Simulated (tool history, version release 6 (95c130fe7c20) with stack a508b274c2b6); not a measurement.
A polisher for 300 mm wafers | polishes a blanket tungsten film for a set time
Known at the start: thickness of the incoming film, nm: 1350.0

run  hour  flow of slurry (ml/min)  pressure of the wafer on the pad (kPa)  speed of the pad under the wafer (cm/s)  abrasive content of the slurry  polishing time (s)  film removed (nm)
  1     0                      300                                    28.3                                       84                               1                  60             238.84
  2   0.6                      260                                    28.3                                       84                               1                  60             238.24
  3   5.8                      260                                    26.2                                       84                               1                  60             217.86
  4  13.7                      260                                    26.2                                      104                               1                  60              266.2
  5  18.1                      260                                    26.2                                      104                            1.15                  60             277.76
  6  26.5                      260                                    26.2                                      104                            1.15                  60             277.17

Forecast run 7:
  7  30.2                      260                                    22.8                                      104                            1.15                  60                  ?

Run 7 gave film removed (nm) 241.23.
